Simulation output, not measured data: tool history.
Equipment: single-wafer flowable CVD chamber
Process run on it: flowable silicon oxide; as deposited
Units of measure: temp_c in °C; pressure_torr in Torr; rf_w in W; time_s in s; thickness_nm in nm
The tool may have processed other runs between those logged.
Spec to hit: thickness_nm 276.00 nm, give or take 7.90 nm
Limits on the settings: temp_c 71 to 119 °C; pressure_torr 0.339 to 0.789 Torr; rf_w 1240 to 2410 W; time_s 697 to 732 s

| run | hour | temp_c | pressure_torr | rf_w | time_s | thickness_nm |
|---|---|---|---|---|---|---|
| 1 | 0.0 | 95 | 0.564 | 1825 | 732 | 317.35 |
| 2 | 7.9 | 95 | 0.635 | 1825 | 732 | 352.73 |
| 3 | 11.5 | 95 | 0.682 | 1825 | 732 | 383.82 |
| 4 | 16.5 | 97 | 0.681 | 1825 | 732 | 354.41 |
| 5 | 19.8 | 99 | 0.681 | 1825 | 732 | 330.16 |
| 6 | 24.3 | 93 | 0.681 | 1825 | 732 | 412.68 |
| 7 | 32.8 | 96 | 0.680 | 1825 | 732 | 362.16 |
| 8 | 38.9 | 96 | 0.680 | 1825 | 732 | 364.97 |
| 9 | 46.7 | 106 | 0.678 | 1825 | 732 | 252.50 |
| 10 | 54.1 | 105 | 0.678 | 1825 | 732 | 259.19 |

Which single option among these 4 for the next run brings every result within its allowed miss of target? Just one does.
| A | 61.5 | 97 | 0.594 | 1960 | 707 | ? |
| B | 61.5 | 103 | 0.690 | 1940 | 697 | ? |
| C | 61.5 | 108 | 0.722 | 2060 | 732 | ? |
| D | 61.5 | 105 | 0.690 | 2025 | 697 | ? |

| move | thickness_nm |
|---|---|
| A | 301.78 |
| B | 273.92 |
| C | 253.32 |
| D | 256.77 |
A: takes the result that was furthest off past its target
B: every result lands within tolerance
C: further off than the last run
D: further off than the last run
B is the move that brings every result within its allowed miss.

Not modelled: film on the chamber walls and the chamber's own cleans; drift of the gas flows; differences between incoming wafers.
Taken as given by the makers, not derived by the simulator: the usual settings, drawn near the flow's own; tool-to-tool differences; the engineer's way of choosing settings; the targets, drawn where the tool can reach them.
